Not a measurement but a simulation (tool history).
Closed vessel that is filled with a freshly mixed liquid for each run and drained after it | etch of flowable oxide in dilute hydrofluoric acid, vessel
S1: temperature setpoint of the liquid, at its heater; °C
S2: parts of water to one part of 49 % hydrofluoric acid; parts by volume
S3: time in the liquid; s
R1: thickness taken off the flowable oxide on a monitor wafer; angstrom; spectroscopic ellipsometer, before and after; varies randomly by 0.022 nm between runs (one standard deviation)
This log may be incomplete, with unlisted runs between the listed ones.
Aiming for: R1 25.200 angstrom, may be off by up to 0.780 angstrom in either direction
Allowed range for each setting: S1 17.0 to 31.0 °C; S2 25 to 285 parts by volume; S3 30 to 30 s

| run | hour | S1 | S2 | S3 | R1 |
|---|---|---|---|---|---|
| 1 | 0.0 | 23.0 | 155 | 30 | 56.195 |
| 2 | 4.9 | 26.0 | 155 | 30 | 64.557 |
| 3 | 5.7 | 24.0 | 170 | 30 | 53.107 |
| 4 | 7.7 | 27.0 | 170 | 30 | 60.115 |
| 5 | 13.1 | 27.0 | 140 | 30 | 76.197 |
| 6 | 20.7 | 25.0 | 160 | 30 | 59.811 |
| 7 | 23.8 | 23.5 | 175 | 30 | 50.761 |
| 8 | 29.8 | 22.0 | 190 | 30 | 43.276 |
| 9 | 34.8 | 18.0 | 250 | 30 | 26.957 |

Exactly one of the 4 candidate moves below puts every result within its allowed miss. Which one?
| A | 39.8 | 18.5 | 240 | 30 | ? |
| B | 39.8 | 17.0 | 215 | 30 | ? |
| C | 39.8 | 18.0 | 265 | 30 | ? |
| D | 39.8 | 17.5 | 235 | 30 | ? |

| move | R1 |
|---|---|
| A | 29.105 |
| B | 31.300 |
| C | 25.309 |
| D | 28.712 |
A: further off than the last run
B: further off than the last run
C: all results land within tolerance of their targets
D: further off than the last run
C is the move that brings every result within its allowed miss.
